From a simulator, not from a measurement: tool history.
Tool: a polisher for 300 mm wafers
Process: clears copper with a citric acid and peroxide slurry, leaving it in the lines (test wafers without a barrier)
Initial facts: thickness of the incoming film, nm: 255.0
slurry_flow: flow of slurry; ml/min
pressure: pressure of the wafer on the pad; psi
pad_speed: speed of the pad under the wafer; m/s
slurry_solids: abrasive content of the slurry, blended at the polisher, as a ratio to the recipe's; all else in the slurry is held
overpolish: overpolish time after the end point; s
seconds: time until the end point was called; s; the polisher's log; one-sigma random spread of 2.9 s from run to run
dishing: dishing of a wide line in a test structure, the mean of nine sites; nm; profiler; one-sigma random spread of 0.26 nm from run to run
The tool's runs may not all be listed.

Run 1, hour 0.0: slurry_flow 175 ml/min, pressure 2.8 psi, pad_speed 1.24 m/s, slurry_solids 1.00, overpolish 21 s. Result: seconds 122.54 s, dishing 18.6320 nm.
Run 2, hour 2.9: slurry_flow 175 ml/min, pressure 2.8 psi, pad_speed 1.24 m/s, slurry_solids 1.00, overpolish 16 s. Result: seconds 125.35 s, dishing 16.8340 nm.
Run 3, hour 10.1: slurry_flow 175 ml/min, pressure 2.8 psi, pad_speed 1.24 m/s, slurry_solids 1.00, overpolish 7 s. Result: seconds 123.21 s, dishing 8.9509 nm.
Run 4, hour 14.0: slurry_flow 175 ml/min, pressure 2.6 psi, pad_speed 1.20 m/s, slurry_solids 1.00, overpolish 8 s. Result: seconds 137.85 s, dishing 9.6359 nm.
Run 5, hour 22.5: slurry_flow 175 ml/min, pressure 2.6 psi, pad_speed 1.20 m/s, slurry_solids 1.00, overpolish 6 s. Result: seconds 141.18 s, dishing 7.5988 nm.
Run 6, hour 25.3: slurry_flow 175 ml/min, pressure 2.6 psi, pad_speed 1.20 m/s, slurry_solids 1.00, overpolish 15 s. Result: seconds 137.80 s, dishing 14.6410 nm.
At hour 27.8: head pressure recalibrated.
Run 7, hour 27.8: slurry_flow 175 ml/min, pressure 2.5 psi, pad_speed 1.18 m/s, slurry_solids 1.00, overpolish 15 s. Result: seconds 137.89 s, dishing 15.0990 nm.
Run 8, hour 35.4: slurry_flow 155 ml/min, pressure 1.7 psi, pad_speed 0.82 m/s, slurry_solids 0.95, overpolish 20 s. Result: seconds 292.00 s, dishing 10.8340 nm.

Forecast run 9:
Run 9, hour 36.2: slurry_flow 165 ml/min, pressure 1.7 psi, pad_speed 0.82 m/s, slurry_solids 0.95, overpolish 22 s. Result: seconds ?, dishing ?.

{"run 9": {"seconds": 293.02, "dishing": 11.832}}
